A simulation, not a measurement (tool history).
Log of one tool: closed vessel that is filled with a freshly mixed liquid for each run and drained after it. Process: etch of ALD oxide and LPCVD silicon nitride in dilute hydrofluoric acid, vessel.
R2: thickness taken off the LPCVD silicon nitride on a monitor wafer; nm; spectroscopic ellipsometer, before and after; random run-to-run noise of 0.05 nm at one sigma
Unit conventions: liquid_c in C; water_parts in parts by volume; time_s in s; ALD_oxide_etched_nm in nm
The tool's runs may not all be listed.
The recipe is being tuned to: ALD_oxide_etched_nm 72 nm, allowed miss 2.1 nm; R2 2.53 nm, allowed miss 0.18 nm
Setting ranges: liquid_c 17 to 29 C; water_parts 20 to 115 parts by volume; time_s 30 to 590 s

{"run": 1, "hour": 0.0, "liquid_c": 21, "water_parts": 65, "time_s": 300, "ALD_oxide_etched_nm": 51.433, "R2": 1.8365}
{"run": 2, "hour": 1.0, "liquid_c": 21, "water_parts": 75, "time_s": 300, "ALD_oxide_etched_nm": 43.951, "R2": 1.4925}
{"run": 3, "hour": 6.8, "liquid_c": 21.5, "water_parts": 70, "time_s": 310, "ALD_oxide_etched_nm": 49.494, "R2": 1.7995}
{"run": 4, "hour": 12.4, "liquid_c": 23.5, "water_parts": 70, "time_s": 310, "ALD_oxide_etched_nm": 54.145, "R2": 2.0634}
{"run": 5, "hour": 14.0, "liquid_c": 23.5, "water_parts": 70, "time_s": 265, "ALD_oxide_etched_nm": 45.421, "R2": 1.7986}
{"run": 6, "hour": 18.5, "liquid_c": 22.5, "water_parts": 60, "time_s": 275, "ALD_oxide_etched_nm": 53.996, "R2": 1.958}
{"run": 7, "hour": 27.4, "liquid_c": 22.5, "water_parts": 55, "time_s": 270, "ALD_oxide_etched_nm": 58.168, "R2": 2.1309}
{"run": 8, "hour": 31.5, "liquid_c": 22.5, "water_parts": 50, "time_s": 270, "ALD_oxide_etched_nm": 64.558, "R2": 2.3878}
{"run": 9, "hour": 34.3, "liquid_c": 22.5, "water_parts": 50, "time_s": 270, "ALD_oxide_etched_nm": 64.533, "R2": 2.389}
{"run": 10, "hour": 37.3, "liquid_c": 22.5, "water_parts": 50, "time_s": 270, "ALD_oxide_etched_nm": 63.208, "R2": 2.3511}
{"hour": 38.6, "done": "thermometer replaced"}
{"run": 11, "hour": 38.6, "liquid_c": 22, "water_parts": 45, "time_s": 270, "ALD_oxide_etched_nm": 68.053, "R2": 2.3208}

Exactly one of the 5 candidate moves below puts every result within its allowed miss. Which one?
{"run": "A", "hour": 39.9, "liquid_c": 22, "water_parts": 30, "time_s": 200, "ALD_oxide_etched_nm": "?", "R2": "?"}
{"run": "B", "hour": 39.9, "liquid_c": 21.5, "water_parts": 45, "time_s": 310, "ALD_oxide_etched_nm": "?", "R2": "?"}
{"run": "C", "hour": 39.9, "liquid_c": 20.5, "water_parts": 45, "time_s": 335, "ALD_oxide_etched_nm": "?", "R2": "?"}
{"run": "D", "hour": 39.9, "liquid_c": 19, "water_parts": 40, "time_s": 290, "ALD_oxide_etched_nm": "?", "R2": "?"}
{"run": "E", "hour": 39.9, "liquid_c": 22.5, "water_parts": 55, "time_s": 350, "ALD_oxide_etched_nm": "?", "R2": "?"}

move=A ALD_oxide_etched_nm=76.164 R2=2.5008
move=B ALD_oxide_etched_nm=75.608 R2=2.528
move=C ALD_oxide_etched_nm=78.321 R2=2.5494
move=D ALD_oxide_etched_nm=71.965 R2=2.2279
move=E ALD_oxide_etched_nm=71.912 R2=2.513
A: pushes the last run's worst result past its target
B: pushes the last run's worst result past its target
C: pushes the last run's worst result past its target
D: corrects the largest miss of the last run, while another result sits out of spec
E: hits every target within its allowed miss
E meets every target.
